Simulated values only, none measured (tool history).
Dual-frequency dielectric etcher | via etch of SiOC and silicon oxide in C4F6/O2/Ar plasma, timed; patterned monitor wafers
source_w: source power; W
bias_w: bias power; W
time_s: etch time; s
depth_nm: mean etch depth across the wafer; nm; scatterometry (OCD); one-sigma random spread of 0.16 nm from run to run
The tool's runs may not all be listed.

{"run": 1, "hour": 0.0, "source_w": 410, "bias_w": 236, "time_s": 51.5, "depth_nm": 66.274}
{"run": 2, "hour": 0.9, "source_w": 380, "bias_w": 233, "time_s": 51.5, "depth_nm": 64.537}
{"run": 3, "hour": 4.8, "source_w": 360, "bias_w": 230, "time_s": 51.5, "depth_nm": 63.254}
{"run": 4, "hour": 7.9, "source_w": 340, "bias_w": 228, "time_s": 51.5, "depth_nm": 62.105}
{"run": 5, "hour": 11.2, "source_w": 340, "bias_w": 228, "time_s": 46.5, "depth_nm": 56.058}
{"run": 6, "hour": 15.0, "source_w": 340, "bias_w": 243, "time_s": 46.5, "depth_nm": 57.316}

For run 7, what comes out?
{"run": 7, "hour": 17.3, "source_w": 350, "bias_w": 244, "time_s": 46.5, "depth_nm": "?"}

depth_nm: 57.95 nm

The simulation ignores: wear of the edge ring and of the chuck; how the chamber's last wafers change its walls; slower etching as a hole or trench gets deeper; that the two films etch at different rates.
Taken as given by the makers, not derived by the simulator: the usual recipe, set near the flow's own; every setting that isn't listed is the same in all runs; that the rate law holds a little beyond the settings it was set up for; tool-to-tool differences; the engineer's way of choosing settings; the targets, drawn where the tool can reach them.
